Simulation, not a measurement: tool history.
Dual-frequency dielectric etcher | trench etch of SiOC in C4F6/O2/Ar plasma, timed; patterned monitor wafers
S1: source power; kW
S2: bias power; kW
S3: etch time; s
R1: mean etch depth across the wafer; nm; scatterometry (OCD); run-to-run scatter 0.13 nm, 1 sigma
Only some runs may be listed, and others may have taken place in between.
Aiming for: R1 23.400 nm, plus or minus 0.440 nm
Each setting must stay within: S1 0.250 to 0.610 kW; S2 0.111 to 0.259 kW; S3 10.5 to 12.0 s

run 1 hour=0.0 | S1=0.430 S2=0.185 S3=12.0 | R1=28.375
run 2 hour=3.3 | S1=0.400 S2=0.180 S3=12.0 | R1=26.894
run 3 hour=4.9 | S1=0.400 S2=0.180 S3=12.0 | R1=26.994
run 4 hour=10.7 | S1=0.400 S2=0.158 S3=12.0 | R1=25.781
run 5 hour=18.1 | S1=0.380 S2=0.157 S3=12.0 | R1=25.465
run 6 hour=25.6 | S1=0.380 S2=0.175 S3=12.0 | R1=26.058
run 7 hour=31.9 | S1=0.360 S2=0.174 S3=12.0 | R1=25.699
run 8 hour=34.8 | S1=0.340 S2=0.173 S3=12.0 | R1=25.006
run 9 hour=35.7 | S1=0.330 S2=0.172 S3=12.0 | R1=24.718

5 next moves are on the table. One of them brings every result within its allowed miss. Which?
run A hour=36.6 | S1=0.290 S2=0.186 S3=11.0 | R1=?
run B hour=36.6 | S1=0.300 S2=0.164 S3=12.0 | R1=?
run C hour=36.6 | S1=0.330 S2=0.182 S3=11.5 | R1=?
run D hour=36.6 | S1=0.270 S2=0.173 S3=11.5 | R1=?
run E hour=36.6 | S1=0.380 S2=0.134 S3=12.0 | R1=?

move=A R1=22.286
move=B R1=23.646
move=C R1=24.303
move=D R1=22.144
move=E R1=24.343
A: takes the biggest miss from the last run beyond its target
B: all results in spec
C: gains on the last run, yet a result remains outside its allowed miss
D: takes the biggest miss from the last run beyond its target
E: gains on the last run, yet a result remains outside its allowed miss
B is the move that brings every result within its allowed miss.
